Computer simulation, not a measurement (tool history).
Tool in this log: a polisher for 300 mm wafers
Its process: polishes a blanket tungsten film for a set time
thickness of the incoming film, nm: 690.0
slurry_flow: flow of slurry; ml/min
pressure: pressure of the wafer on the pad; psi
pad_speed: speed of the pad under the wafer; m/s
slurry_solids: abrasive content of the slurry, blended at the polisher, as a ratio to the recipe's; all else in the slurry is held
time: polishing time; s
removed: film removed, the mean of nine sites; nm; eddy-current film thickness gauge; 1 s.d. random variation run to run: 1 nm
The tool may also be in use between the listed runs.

run	hour	slurry_flow	pressure	pad_speed	slurry_solids	time	removed
1	0	310	2.9	1.28	1	32	151.31
2	4.9	310	2.6	1.28	1	32	136.72
3	9.9	310	2.4	1.28	1	32	124.89
4	11.5	310	2.4	1.5	1	32	149.35
5	16	310	2.4	1.5	1	32	147.16
# hour 22.5: slurry tank refilled with fresh slurry and peroxide
6	22.5	240	2.4	1.5	1	32	176.11
7	24.4	240	2.4	1.5	1	32	174.14
8	29.1	305	2.4	1.5	1	32	176.42
9	37.5	305	2.1	1.46	1	32	153.9
10	38.6	340	1.9	1.4	1	32	133.75

What does the tool deliver on the next run?
11	42.9	365	1.7	1.38	1	32	?

{"run 11": {"removed": 119.44}}
